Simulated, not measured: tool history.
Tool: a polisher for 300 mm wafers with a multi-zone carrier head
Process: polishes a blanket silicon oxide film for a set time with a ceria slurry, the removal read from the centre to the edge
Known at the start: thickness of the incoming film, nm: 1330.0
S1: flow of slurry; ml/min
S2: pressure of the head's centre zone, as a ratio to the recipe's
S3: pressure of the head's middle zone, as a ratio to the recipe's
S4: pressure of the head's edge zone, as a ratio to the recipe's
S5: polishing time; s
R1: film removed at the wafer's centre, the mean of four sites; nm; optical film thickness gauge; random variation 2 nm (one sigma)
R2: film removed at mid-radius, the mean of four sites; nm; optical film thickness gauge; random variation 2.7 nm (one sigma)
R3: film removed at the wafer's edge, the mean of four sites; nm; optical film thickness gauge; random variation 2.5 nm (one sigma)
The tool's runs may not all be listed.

| run | hour | S1 | S2 | S3 | S4 | S5 | R1 | R2 | R3 |
|---|---|---|---|---|---|---|---|---|---|
| 1 | 0.0 | 215 | 1.00 | 1.00 | 1.00 | 31 | 143.02 | 141.14 | 140.30 |
| 2 | 8.4 | 225 | 1.02 | 1.04 | 1.01 | 33 | 153.37 | 153.31 | 151.17 |
| 3 | 13.0 | 230 | 1.04 | 1.07 | 0.99 | 35 | 168.81 | 166.64 | 157.45 |
| 4 | 18.1 | 230 | 1.11 | 1.07 | 0.99 | 35 | 173.32 | 169.21 | 162.76 |
| 5 | 20.8 | 230 | 1.11 | 1.07 | 1.08 | 35 | 174.97 | 167.62 | 166.01 |
| 6 | 21.4 | 230 | 1.11 | 1.07 | 1.08 | 29 | 143.57 | 137.46 | 137.10 |

The next listed run, before its measurement:
| 7 | 22.4 | 235 | 1.11 | 1.10 | 1.07 | 31 | ? | ? | ? |

Run 7 gave R1 157.89 nm, R2 155.92 nm, R3 146.98 nm.
